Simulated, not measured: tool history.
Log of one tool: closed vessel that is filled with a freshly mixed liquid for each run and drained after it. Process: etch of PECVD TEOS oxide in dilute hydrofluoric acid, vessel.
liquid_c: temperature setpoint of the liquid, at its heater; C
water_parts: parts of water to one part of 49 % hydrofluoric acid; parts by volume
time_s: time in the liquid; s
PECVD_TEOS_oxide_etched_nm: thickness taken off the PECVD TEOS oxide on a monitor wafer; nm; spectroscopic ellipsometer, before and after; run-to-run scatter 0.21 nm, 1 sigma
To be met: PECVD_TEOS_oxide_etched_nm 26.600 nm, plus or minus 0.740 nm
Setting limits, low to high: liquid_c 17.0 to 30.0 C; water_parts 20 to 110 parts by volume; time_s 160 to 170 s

| run | day | liquid_c | water_parts | time_s | PECVD_TEOS_oxide_etched_nm |
|---|---|---|---|---|---|
| 1 | 0.000 | 22.0 | 60 | 160 | 41.954 |
| 2 | 0.262 | 22.0 | 60 | 170 | 44.525 |
| 3 | 0.379 | 21.5 | 60 | 170 | 43.558 |
| 4 | 0.733 | 21.0 | 60 | 170 | 42.631 |
| 5 | 0.992 | 20.5 | 60 | 170 | 41.823 |
| 6 | 1.304 | 20.5 | 60 | 160 | 38.974 |
| 7 | 1.604 | 20.0 | 60 | 160 | 38.155 |
| 8 | 1.762 | 19.5 | 60 | 160 | 37.589 |
| 9 | 2.000 | 18.0 | 70 | 160 | 29.818 |

Which one of the following 4 next-run settings gets every result inside its allowed miss? There is exactly one.
| A | 2.238 | 17.0 | 65 | 170 | ? |
| B | 2.238 | 18.5 | 65 | 160 | ? |
| C | 2.238 | 18.0 | 60 | 165 | ? |
| D | 2.238 | 20.5 | 85 | 160 | ? |

| move | PECVD_TEOS_oxide_etched_nm |
|---|---|
| A | 32.809 |
| B | 32.932 |
| C | 36.204 |
| D | 26.804 |
A: the biggest miss grows against the last run
B: the biggest miss grows against the last run
C: the biggest miss grows against the last run
D: all results in spec
Answer: D
